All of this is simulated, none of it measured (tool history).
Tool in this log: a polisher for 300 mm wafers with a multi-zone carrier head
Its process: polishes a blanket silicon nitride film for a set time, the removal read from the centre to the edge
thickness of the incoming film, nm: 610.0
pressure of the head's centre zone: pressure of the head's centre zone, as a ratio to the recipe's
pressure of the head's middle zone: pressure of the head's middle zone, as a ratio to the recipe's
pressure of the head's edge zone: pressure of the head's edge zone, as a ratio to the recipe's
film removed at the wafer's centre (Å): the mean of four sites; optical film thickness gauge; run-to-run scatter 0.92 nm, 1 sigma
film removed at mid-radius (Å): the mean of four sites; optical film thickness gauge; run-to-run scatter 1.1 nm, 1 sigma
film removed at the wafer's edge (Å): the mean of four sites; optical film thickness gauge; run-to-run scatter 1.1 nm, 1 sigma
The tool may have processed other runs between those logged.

run,hour,flow of slurry (ml/min),pressure of the head's centre zone,pressure of the head's middle zone,pressure of the head's edge zone,polishing time (s),film removed at the wafer's centre (Å),film removed at mid-radius (Å),film removed at the wafer's edge (Å)
1,0.0,120,1.00,1.00,1.00,40,768.00,838.29,838.26
2,6.9,120,1.00,1.00,1.00,34,641.05,705.23,708.32
3,14.0,125,0.98,1.00,1.03,35,652.87,736.94,756.88
4,18.2,130,0.97,1.00,1.05,35,648.32,757.81,765.55
5,23.0,130,0.97,1.00,1.05,28,527.89,597.73,604.39
6,26.4,130,0.96,1.00,1.07,30,552.45,655.43,672.01
7,31.7,130,0.96,1.00,1.09,31,569.20,676.98,691.15
8,35.7,135,0.96,0.99,1.10,32,603.62,682.99,721.73
9,36.5,140,0.95,1.00,1.11,33,623.13,747.95,753.17
10,37.2,140,0.94,0.99,1.12,34,632.23,754.16,799.09
11,43.4,145,0.94,0.99,1.13,34,643.27,722.52,775.82

Run 12, settings as shown, results not yet in. Your forecast:
# hour 48.4: centre zone pressure recalibrated
12,48.4,145,0.94,0.99,1.14,35,?,?,?

{"run 12": {"film removed at the wafer's centre (Å)": 718.59, "film removed at mid-radius (Å)": 762.77, "film removed at the wafer's edge (Å)": 832.14}}
